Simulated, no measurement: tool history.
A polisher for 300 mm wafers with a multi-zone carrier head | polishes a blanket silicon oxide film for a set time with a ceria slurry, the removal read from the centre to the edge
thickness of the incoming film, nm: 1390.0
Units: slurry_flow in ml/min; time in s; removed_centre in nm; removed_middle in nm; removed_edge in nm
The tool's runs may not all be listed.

run  hour  slurry_flow  centre_zone  middle_zone  edge_zone  time  removed_centre  removed_middle  removed_edge
  1   0.0          275         1.00         1.00       1.00    48          218.56          218.88        223.12
  2   4.3          275         1.00         0.96       1.00    48          216.86          215.92        223.52
  3  10.6          275         1.00         0.96       1.00    57          257.42          247.06        268.68
  4  14.6          250         1.01         0.92       1.03    50          225.58          216.09        235.16
     19.3  -- edge zone pressure recalibrated
  5  19.3          270         1.02         0.89       1.06    44          201.90          179.78        214.47
  6  23.0          270         0.94         0.89       1.06    44          187.14          183.51        210.76

Run 7 comes next. What will it give?
  7  25.8          290         0.94         0.87       1.04    41               ?               ?             ?

{"run 7": {"removed_centre": 172.95, "removed_middle": 170.96, "removed_edge": 196.29}}

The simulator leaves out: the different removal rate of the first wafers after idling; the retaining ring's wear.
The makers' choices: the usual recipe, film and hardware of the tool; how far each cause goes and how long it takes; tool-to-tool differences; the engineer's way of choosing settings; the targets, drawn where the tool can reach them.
